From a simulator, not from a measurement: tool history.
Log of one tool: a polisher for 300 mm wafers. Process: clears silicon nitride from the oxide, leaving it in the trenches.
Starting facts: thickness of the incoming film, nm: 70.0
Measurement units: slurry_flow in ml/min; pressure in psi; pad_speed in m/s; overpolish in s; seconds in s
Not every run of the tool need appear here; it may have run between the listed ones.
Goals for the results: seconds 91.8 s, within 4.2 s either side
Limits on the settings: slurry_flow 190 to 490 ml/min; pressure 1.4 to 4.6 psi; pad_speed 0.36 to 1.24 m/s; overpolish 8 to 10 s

{"run": 1, "hour": 0.0, "slurry_flow": 315, "pressure": 3, "pad_speed": 0.8, "overpolish": 10, "seconds": 120.18}
{"run": 2, "hour": 2.3, "slurry_flow": 315, "pressure": 3.2, "pad_speed": 0.8, "overpolish": 10, "seconds": 116.68}
{"run": 3, "hour": 5.8, "slurry_flow": 315, "pressure": 3.4, "pad_speed": 0.8, "overpolish": 10, "seconds": 112.71}
{"run": 4, "hour": 10.0, "slurry_flow": 315, "pressure": 3.4, "pad_speed": 0.7, "overpolish": 10, "seconds": 127.35}
{"run": 5, "hour": 10.9, "slurry_flow": 315, "pressure": 3.6, "pad_speed": 0.72, "overpolish": 10, "seconds": 120.76}
{"run": 6, "hour": 13.7, "slurry_flow": 315, "pressure": 3.8, "pad_speed": 0.74, "overpolish": 10, "seconds": 113.13}
{"run": 7, "hour": 20.7, "slurry_flow": 315, "pressure": 3.9, "pad_speed": 0.76, "overpolish": 10, "seconds": 107.57}
{"run": 8, "hour": 23.9, "slurry_flow": 315, "pressure": 4, "pad_speed": 0.76, "overpolish": 10, "seconds": 106.45}
{"run": 9, "hour": 29.0, "slurry_flow": 315, "pressure": 4.1, "pad_speed": 0.76, "overpolish": 10, "seconds": 105.02}
{"run": 10, "hour": 30.6, "slurry_flow": 315, "pressure": 4.2, "pad_speed": 0.76, "overpolish": 10, "seconds": 103.98}
{"run": 11, "hour": 34.5, "slurry_flow": 315, "pressure": 4.3, "pad_speed": 0.78, "overpolish": 10, "seconds": 98.147}
{"run": 12, "hour": 40.7, "slurry_flow": 315, "pressure": 4.5, "pad_speed": 0.78, "overpolish": 10, "seconds": 96.134}

Which one of the following 4 next-run settings gets every result inside its allowed miss? There is exactly one.
{"run": "A", "hour": 46.9, "slurry_flow": 255, "pressure": 4.6, "pad_speed": 0.72, "overpolish": 10, "seconds": "?"}
{"run": "B", "hour": 46.9, "slurry_flow": 295, "pressure": 4.5, "pad_speed": 0.76, "overpolish": 8, "seconds": "?"}
{"run": "C", "hour": 46.9, "slurry_flow": 320, "pressure": 4.6, "pad_speed": 0.82, "overpolish": 9, "seconds": "?"}
{"run": "D", "hour": 46.9, "slurry_flow": 305, "pressure": 4.6, "pad_speed": 0.74, "overpolish": 10, "seconds": "?"}

move=A seconds=103.53
move=B seconds=98.755
move=C seconds=89.865
move=D seconds=99.58
A: its largest miss is bigger than the last run's
B: its largest miss is bigger than the last run's
C: all results in spec
D: its largest miss is bigger than the last run's
C meets every target.
